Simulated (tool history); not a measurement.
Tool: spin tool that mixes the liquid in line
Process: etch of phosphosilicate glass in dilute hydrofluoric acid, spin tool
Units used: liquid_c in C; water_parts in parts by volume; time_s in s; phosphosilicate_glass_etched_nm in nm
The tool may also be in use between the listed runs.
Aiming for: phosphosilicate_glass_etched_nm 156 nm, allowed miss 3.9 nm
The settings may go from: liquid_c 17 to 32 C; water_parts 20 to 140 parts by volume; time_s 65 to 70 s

run,hour,liquid_c,water_parts,time_s,phosphosilicate_glass_etched_nm
1,0,24,75,65,58.819
2,5.5,24,75,65,58.741
3,10.7,24,75,70,63.17
4,13.9,24,95,70,48.586
5,21.9,26.5,95,70,54.138
6,30.6,28,75,70,73.716
7,33.4,29,60,70,98.389
8,35.1,32,35,70,196.11
9,39.9,30.5,35,70,183.74
10,45.8,29.5,35,70,177.82
11,51.6,28.5,35,70,172.87
12,53,27.5,35,70,165.72
13,61.1,27,35,70,161.97

Which of these 5 next moves meets every target?
A,69.2,28.5,35,70,?
B,69.2,26,35,70,?
C,69.2,26,30,65,?
D,69.2,24,30,70,?
E,69.2,28,35,70,?

move,phosphosilicate_glass_etched_nm
A,172.43
B,155.63
C,169.76
D,168.12
E,168.96
A: further off than the last run
B: meets every target
C: further off than the last run
D: further off than the last run
E: further off than the last run
The move that meets every target is B.
